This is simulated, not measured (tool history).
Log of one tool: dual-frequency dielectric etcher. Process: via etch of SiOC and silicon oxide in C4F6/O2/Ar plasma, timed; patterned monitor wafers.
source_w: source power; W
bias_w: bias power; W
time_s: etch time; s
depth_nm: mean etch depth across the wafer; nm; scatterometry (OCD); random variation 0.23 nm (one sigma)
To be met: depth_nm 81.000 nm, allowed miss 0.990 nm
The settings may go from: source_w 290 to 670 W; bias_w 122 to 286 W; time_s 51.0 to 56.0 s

Run 1, hour 0.0: source_w 480 W, bias_w 204 W, time_s 56.0 s. Result: depth_nm 76.853 nm.
Run 2, hour 2.3: source_w 500 W, bias_w 205 W, time_s 56.0 s. Result: depth_nm 78.403 nm.
Run 3, hour 6.0: source_w 510 W, bias_w 205 W, time_s 56.0 s. Result: depth_nm 78.865 nm.
Run 4, hour 13.5: source_w 520 W, bias_w 205 W, time_s 56.0 s. Result: depth_nm 79.540 nm.
Run 5, hour 16.6: source_w 520 W, bias_w 174 W, time_s 56.0 s. Result: depth_nm 73.943 nm.
Run 6, hour 23.0: source_w 520 W, bias_w 150 W, time_s 56.0 s. Result: depth_nm 69.521 nm.
Run 7, hour 28.9: source_w 560 W, bias_w 155 W, time_s 56.0 s. Result: depth_nm 72.949 nm.
Run 8, hour 32.7: source_w 590 W, bias_w 157 W, time_s 56.0 s. Result: depth_nm 75.275 nm.
Run 9, hour 39.2: source_w 610 W, bias_w 158 W, time_s 56.0 s. Result: depth_nm 76.129 nm.
Run 10, hour 42.8: source_w 670 W, bias_w 175 W, time_s 56.0 s. Result: depth_nm 83.841 nm.
Run 11, hour 47.4: source_w 660 W, bias_w 175 W, time_s 56.0 s. Result: depth_nm 82.965 nm.
Run 12, hour 53.7: source_w 650 W, bias_w 175 W, time_s 56.0 s. Result: depth_nm 82.610 nm.

Which of these 5 next moves meets every target?
Run A, hour 60.0: source_w 650 W, bias_w 197 W, time_s 54.0 s. Result: depth_nm ?.
Run B, hour 60.0: source_w 670 W, bias_w 175 W, time_s 54.5 s. Result: depth_nm ?.
Run C, hour 60.0: source_w 670 W, bias_w 197 W, time_s 54.0 s. Result: depth_nm ?.
Run D, hour 60.0: source_w 670 W, bias_w 183 W, time_s 55.5 s. Result: depth_nm ?.
Run E, hour 60.0: source_w 670 W, bias_w 203 W, time_s 53.5 s. Result: depth_nm ?.

move  depth_nm
   A    83.207
   B    80.963
   C    84.336
   D    84.024
   E    84.616
A: further off than the last run
B: meets every target
C: further off than the last run
D: further off than the last run
E: further off than the last run
The right move is B.
